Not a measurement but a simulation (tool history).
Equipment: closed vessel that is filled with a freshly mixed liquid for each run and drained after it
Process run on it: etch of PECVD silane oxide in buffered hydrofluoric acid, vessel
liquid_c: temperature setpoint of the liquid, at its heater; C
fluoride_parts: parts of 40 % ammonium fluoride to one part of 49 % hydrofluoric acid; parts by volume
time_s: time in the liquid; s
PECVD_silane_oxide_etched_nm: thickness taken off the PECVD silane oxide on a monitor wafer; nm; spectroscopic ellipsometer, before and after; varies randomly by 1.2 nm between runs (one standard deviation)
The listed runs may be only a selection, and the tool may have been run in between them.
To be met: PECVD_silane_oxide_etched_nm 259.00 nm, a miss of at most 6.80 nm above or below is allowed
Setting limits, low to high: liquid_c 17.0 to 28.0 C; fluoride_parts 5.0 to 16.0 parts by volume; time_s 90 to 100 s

run  hour  liquid_c  fluoride_parts  time_s  PECVD_silane_oxide_etched_nm
  1   0.0      20.0             9.5      90                        114.03
  2   8.8      20.0             9.5      90                        113.87
  3  15.2      20.0             9.5     100                        126.26
  4  21.1      21.0             9.0     100                        140.18
  5  30.0      21.0             6.5     100                        192.61
  6  35.0      21.0             7.5     100                        162.89
  7  42.8      22.0             7.0     100                        184.65
  8  44.8      22.0             7.0     100                        187.00
  9  50.9      23.0             7.0     100                        195.79
 10  52.0      23.5             7.0     100                        201.69
 11  59.8      24.0             7.0     100                        207.39

Which single option among these 4 for the next run brings every result within its allowed miss of target? Just one does.
  A  67.6      26.0             5.5      95                             ?
  B  67.6      21.5             7.0      90                             ?
  C  67.6      28.0             7.0     100                             ?
  D  67.6      24.0             6.5     100                             ?

move  PECVD_silane_oxide_etched_nm
   A                        280.40
   B                        164.60
   C                        260.15
   D                        227.30
A: takes the biggest miss from the last run beyond its target
B: the biggest miss grows against the last run
C: each result inside its tolerance
D: an improvement on the last run, though not all results are within tolerance
Correct choice: C, which meets every target

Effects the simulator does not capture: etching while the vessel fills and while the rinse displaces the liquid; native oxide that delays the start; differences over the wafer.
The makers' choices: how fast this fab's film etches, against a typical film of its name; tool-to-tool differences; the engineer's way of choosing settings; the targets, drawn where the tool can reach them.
